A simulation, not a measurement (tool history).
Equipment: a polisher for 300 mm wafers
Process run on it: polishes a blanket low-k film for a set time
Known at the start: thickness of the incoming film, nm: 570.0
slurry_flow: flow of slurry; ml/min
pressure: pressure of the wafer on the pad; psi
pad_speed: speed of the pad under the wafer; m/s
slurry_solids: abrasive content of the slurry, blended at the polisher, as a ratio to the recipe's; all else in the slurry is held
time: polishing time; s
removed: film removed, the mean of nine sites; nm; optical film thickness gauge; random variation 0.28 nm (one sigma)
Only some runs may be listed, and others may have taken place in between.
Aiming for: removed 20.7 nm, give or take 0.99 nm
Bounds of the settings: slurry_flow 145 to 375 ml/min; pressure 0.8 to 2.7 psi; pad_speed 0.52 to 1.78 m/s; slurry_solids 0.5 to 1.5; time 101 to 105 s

Run 1, hour 0: slurry_flow 240 ml/min, pressure 1.7 psi, pad_speed 1.14 m/s, slurry_solids 1, time 101 s. Result: removed 39.583 nm.
Run 2, hour 1.9: slurry_flow 240 ml/min, pressure 1.5 psi, pad_speed 1.1 m/s, slurry_solids 1, time 101 s. Result: removed 34.854 nm.
Run 3, hour 4.5: slurry_flow 275 ml/min, pressure 1.5 psi, pad_speed 1.1 m/s, slurry_solids 1, time 101 s. Result: removed 34.688 nm.
Run 4, hour 6: slurry_flow 275 ml/min, pressure 1.5 psi, pad_speed 1.3 m/s, slurry_solids 1, time 101 s. Result: removed 39.471 nm.
Run 5, hour 13.5: slurry_flow 275 ml/min, pressure 1.3 psi, pad_speed 1.2 m/s, slurry_solids 1, time 101 s. Result: removed 31.769 nm.
Run 6, hour 20.8: slurry_flow 275 ml/min, pressure 1.3 psi, pad_speed 1.2 m/s, slurry_solids 1.1, time 101 s. Result: removed 33.447 nm.
Run 7, hour 29.6: slurry_flow 275 ml/min, pressure 1.2 psi, pad_speed 1.14 m/s, slurry_solids 1.1, time 101 s. Result: removed 28.778 nm.
Run 8, hour 32.8: slurry_flow 275 ml/min, pressure 0.8 psi, pad_speed 1.08 m/s, slurry_solids 1.1, time 101 s. Result: removed 19.156 nm.

Pick the move, out of 4, that brings all results within their allowed miss; only one does.
Run A, hour 36: slurry_flow 295 ml/min, pressure 0.9 psi, pad_speed 0.92 m/s, slurry_solids 1.3, time 104 s. Result: removed ?.
Run B, hour 36: slurry_flow 240 ml/min, pressure 0.8 psi, pad_speed 1.06 m/s, slurry_solids 1.1, time 101 s. Result: removed ?.
Run C, hour 36: slurry_flow 250 ml/min, pressure 0.8 psi, pad_speed 0.96 m/s, slurry_solids 1.05, time 105 s. Result: removed ?.
Run D, hour 36: slurry_flow 260 ml/min, pressure 0.8 psi, pad_speed 0.94 m/s, slurry_solids 1, time 103 s. Result: removed ?.

move  removed
   A   20.793
   B    18.49
   C   17.467
   D    16.54
A: every result within its allowed miss
B: further off than the last run
C: further off than the last run
D: further off than the last run
Correct choice: A, which meets every target

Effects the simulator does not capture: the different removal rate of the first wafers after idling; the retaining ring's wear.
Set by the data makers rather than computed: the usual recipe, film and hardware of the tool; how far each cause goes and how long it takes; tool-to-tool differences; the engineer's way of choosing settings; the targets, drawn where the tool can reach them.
